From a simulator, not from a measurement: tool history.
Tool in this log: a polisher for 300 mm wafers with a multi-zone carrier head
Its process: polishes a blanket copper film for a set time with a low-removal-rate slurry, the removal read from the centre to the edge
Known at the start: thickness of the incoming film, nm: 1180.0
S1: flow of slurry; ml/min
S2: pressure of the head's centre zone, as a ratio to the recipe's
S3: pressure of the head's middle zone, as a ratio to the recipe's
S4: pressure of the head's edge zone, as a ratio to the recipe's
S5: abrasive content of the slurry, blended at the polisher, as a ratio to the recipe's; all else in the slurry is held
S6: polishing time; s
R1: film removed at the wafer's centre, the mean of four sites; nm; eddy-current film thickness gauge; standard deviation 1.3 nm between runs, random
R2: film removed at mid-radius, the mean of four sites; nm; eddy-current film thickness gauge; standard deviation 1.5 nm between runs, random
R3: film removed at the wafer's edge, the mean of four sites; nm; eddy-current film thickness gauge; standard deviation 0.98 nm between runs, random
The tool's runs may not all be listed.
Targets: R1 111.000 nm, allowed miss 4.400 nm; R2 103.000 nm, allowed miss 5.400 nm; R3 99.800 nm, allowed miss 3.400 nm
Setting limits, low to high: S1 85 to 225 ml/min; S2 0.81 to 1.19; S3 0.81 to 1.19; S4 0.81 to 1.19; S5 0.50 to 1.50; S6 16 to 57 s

{"run": 1, "hour": 0.0, "S1": 145, "S2": 1.0, "S3": 1.0, "S4": 1.0, "S5": 1.0, "S6": 36, "R1": 63.676, "R2": 65.797, "R3": 65.828}
{"run": 2, "hour": 4.4, "S1": 120, "S2": 1.0, "S3": 1.0, "S4": 1.0, "S5": 1.0, "S6": 36, "R1": 56.419, "R2": 59.294, "R3": 63.399}
{"run": 3, "hour": 12.1, "S1": 120, "S2": 1.0, "S3": 1.0, "S4": 1.0, "S5": 1.0, "S6": 41, "R1": 66.564, "R2": 69.41, "R3": 74.062}
{"run": 4, "hour": 19.2, "S1": 140, "S2": 1.02, "S3": 1.0, "S4": 1.03, "S5": 1.1, "S6": 41, "R1": 75.595, "R2": 77.121, "R3": 78.625}
{"run": 5, "hour": 22.9, "S1": 155, "S2": 1.03, "S3": 0.99, "S4": 1.06, "S5": 1.15, "S6": 41, "R1": 80.003, "R2": 79.123, "R3": 83.183}
{"run": 6, "hour": 28.2, "S1": 155, "S2": 1.03, "S3": 0.99, "S4": 1.02, "S5": 1.15, "S6": 41, "R1": 79.461, "R2": 78.526, "R3": 81.747}
{"run": 7, "hour": 28.8, "S1": 170, "S2": 1.05, "S3": 1.0, "S4": 1.04, "S5": 1.2, "S6": 41, "R1": 84.452, "R2": 83.274, "R3": 85.453}
{"run": 8, "hour": 36.1, "S1": 180, "S2": 1.08, "S3": 1.01, "S4": 1.05, "S5": 1.25, "S6": 41, "R1": 89.924, "R2": 85.97, "R3": 87.331}
{"run": 9, "hour": 37.9, "S1": 190, "S2": 1.1, "S3": 1.02, "S4": 1.06, "S5": 1.3, "S6": 41, "R1": 93.53, "R2": 89.426, "R3": 90.276}

Of the 4 settings listed for the next run, only one would bring every result within its allowed miss of target. Which one?
{"run": "A", "hour": 39.7, "S1": 200, "S2": 1.19, "S3": 0.9, "S4": 1.04, "S5": 1.3, "S6": 49, "R1": "?", "R2": "?", "R3": "?"}
{"run": "B", "hour": 39.7, "S1": 205, "S2": 1.15, "S3": 1.04, "S4": 1.02, "S5": 1.35, "S6": 45, "R1": "?", "R2": "?", "R3": "?"}
{"run": "C", "hour": 39.7, "S1": 225, "S2": 1.19, "S3": 1.19, "S4": 0.9, "S5": 1.05, "S6": 47, "R1": "?", "R2": "?", "R3": "?"}
{"run": "D", "hour": 39.7, "S1": 150, "S2": 0.97, "S3": 0.88, "S4": 1.12, "S5": 1.35, "S6": 39, "R1": "?", "R2": "?", "R3": "?"}

move=A R1=120.300 R2=100.130 R3=109.270
move=B R1=108.880 R2=104.060 R3=100.660
move=C R1=112.640 R2=115.160 R3=93.918
move=D R1=72.415 R2=72.854 R3=86.079
A: the result that was furthest off in the last run now lies on the other side of its target
B: each result inside its tolerance
C: brings the result that was furthest off to its target, and leaves another outside
D: its largest miss is bigger than the last run's
B is the move that brings every result within its allowed miss.

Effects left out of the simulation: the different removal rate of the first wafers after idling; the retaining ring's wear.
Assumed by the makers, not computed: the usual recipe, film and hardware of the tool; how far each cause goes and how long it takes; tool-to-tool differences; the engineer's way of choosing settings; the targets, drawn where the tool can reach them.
